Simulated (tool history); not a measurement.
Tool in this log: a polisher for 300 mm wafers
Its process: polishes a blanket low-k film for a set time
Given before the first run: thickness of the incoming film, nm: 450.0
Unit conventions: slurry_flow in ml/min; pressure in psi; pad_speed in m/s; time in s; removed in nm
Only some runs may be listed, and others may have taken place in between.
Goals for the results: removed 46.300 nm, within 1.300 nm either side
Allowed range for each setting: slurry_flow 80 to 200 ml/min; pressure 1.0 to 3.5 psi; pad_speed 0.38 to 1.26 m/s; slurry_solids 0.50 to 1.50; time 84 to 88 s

| run | hour | slurry_flow | pressure | pad_speed | slurry_solids | time | removed |
|---|---|---|---|---|---|---|---|
| 1 | 0.0 | 130 | 2.2 | 0.82 | 1.00 | 84 | 34.861 |
| 2 | 9.0 | 130 | 2.2 | 0.82 | 0.85 | 84 | 30.900 |
| 3 | 18.0 | 130 | 2.2 | 0.82 | 0.85 | 88 | 32.152 |
| 4 | 23.3 | 130 | 2.2 | 0.82 | 0.85 | 88 | 32.429 |
| 5 | 31.5 | 130 | 2.2 | 0.82 | 1.00 | 88 | 36.398 |
| 6 | 40.5 | 130 | 1.7 | 0.82 | 1.00 | 88 | 28.359 |
| 7 | 46.2 | 140 | 2.0 | 0.82 | 1.00 | 88 | 33.895 |
| 8 | 49.0 | 155 | 2.1 | 0.82 | 1.00 | 88 | 36.002 |
| 9 | 55.9 | 160 | 2.2 | 0.82 | 1.00 | 88 | 38.182 |
| 10 | 61.8 | 165 | 2.3 | 0.82 | 1.00 | 88 | 39.701 |

Exercise: of the 4 proposed moves below, exactly one satisfies all targets within the stated allowed misses. Which move is it?
| A | 67.7 | 155 | 2.6 | 0.86 | 0.95 | 85 | ? |
| B | 67.7 | 175 | 2.0 | 0.90 | 1.30 | 87 | ? |
| C | 67.7 | 165 | 2.4 | 0.68 | 1.40 | 88 | ? |
| D | 67.7 | 185 | 2.0 | 1.06 | 1.20 | 84 | ? |

| move | removed |
|---|---|
| A | 42.984 |
| B | 43.439 |
| C | 43.032 |
| D | 46.220 |
A: better than the last run, though not everything is in spec
B: better than the last run, though not everything is in spec
C: better than the last run, though not everything is in spec
D: all results land within tolerance of their targets
Move D is the one to make.
